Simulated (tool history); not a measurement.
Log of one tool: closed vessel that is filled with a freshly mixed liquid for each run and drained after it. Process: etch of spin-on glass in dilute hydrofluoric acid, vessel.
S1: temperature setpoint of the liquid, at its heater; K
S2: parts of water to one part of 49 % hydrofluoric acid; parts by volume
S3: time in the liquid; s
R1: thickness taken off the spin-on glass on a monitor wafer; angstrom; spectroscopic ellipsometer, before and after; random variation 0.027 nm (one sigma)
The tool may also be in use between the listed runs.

run 1 day=0 | S1=294.15 S2=225 S3=30 | R1=43.997
run 2 day=0.154 | S1=296.15 S2=205 S3=30 | R1=53.286
run 3 day=0.317 | S1=296.15 S2=205 S3=30 | R1=53.15
run 4 day=0.679 | S1=297.65 S2=190 S3=30 | R1=61.847
run 5 day=0.796 | S1=294.65 S2=190 S3=30 | R1=54.956
run 6 day=0.983 | S1=294.65 S2=225 S3=30 | R1=44.909
run 7 day=1.246 | S1=296.65 S2=205 S3=30 | R1=54.261
run 8 day=1.554 | S1=298.15 S2=190 S3=30 | R1=62.926
run 9 day=1.908 | S1=299.15 S2=180 S3=30 | R1=69.519

The next listed run, before its measurement:
run 10 day=2.129 | S1=300.15 S2=175 S3=30 | R1=?

R1: 74.988 angstrom

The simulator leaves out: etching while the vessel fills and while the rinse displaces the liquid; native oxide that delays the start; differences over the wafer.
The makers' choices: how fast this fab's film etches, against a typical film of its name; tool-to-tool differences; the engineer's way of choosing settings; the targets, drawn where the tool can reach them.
